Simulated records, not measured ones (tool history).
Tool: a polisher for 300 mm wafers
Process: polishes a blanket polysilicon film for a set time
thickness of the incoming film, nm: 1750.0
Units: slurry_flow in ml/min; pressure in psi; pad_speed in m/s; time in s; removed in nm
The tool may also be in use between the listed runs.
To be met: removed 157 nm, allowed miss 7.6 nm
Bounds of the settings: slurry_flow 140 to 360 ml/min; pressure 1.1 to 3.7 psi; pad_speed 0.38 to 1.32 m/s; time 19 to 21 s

| run | hour | slurry_flow | pressure | pad_speed | time | removed |
|---|---|---|---|---|---|---|
| 1 | 0 | 230 | 2.4 | 0.84 | 21 | 127.06 |
| 2 | 7.3 | 230 | 2.4 | 0.68 | 21 | 110.92 |
| 3 | 10 | 230 | 2.5 | 0.68 | 21 | 112.8 |
| 4 | 17.4 | 285 | 2.5 | 0.68 | 21 | 111.83 |
| 5 | 18 | 285 | 2.6 | 0.68 | 21 | 120.58 |
| 6 | 25.7 | 285 | 2.7 | 0.68 | 21 | 124.72 |
| 7 | 31.9 | 285 | 2.8 | 0.68 | 21 | 124.91 |
| 8 | 32.9 | 285 | 2.9 | 0.68 | 21 | 129.43 |
| 9 | 38.7 | 285 | 3 | 0.68 | 21 | 137.18 |
| 10 | 40.5 | 285 | 3.1 | 0.68 | 21 | 136.97 |
| 11 | 45.1 | 285 | 3.2 | 0.68 | 21 | 141.71 |
| 12 | 48.3 | 285 | 3.4 | 0.68 | 21 | 147.51 |

5 next moves are on the table. One of them brings every result within its allowed miss. Which?
| A | 51.5 | 280 | 3.1 | 0.66 | 21 | ? |
| B | 51.5 | 295 | 3.4 | 0.72 | 21 | ? |
| C | 51.5 | 310 | 3.7 | 0.58 | 20 | ? |
| D | 51.5 | 280 | 3.4 | 0.64 | 19 | ? |
| E | 51.5 | 225 | 3.5 | 0.56 | 21 | ? |

| move | removed |
|---|---|
| A | 136.52 |
| B | 156.19 |
| C | 141.7 |
| D | 131.13 |
| E | 134.43 |
A: further off than the last run
B: meets every target
C: further off than the last run
D: further off than the last run
E: further off than the last run
The right move is B.
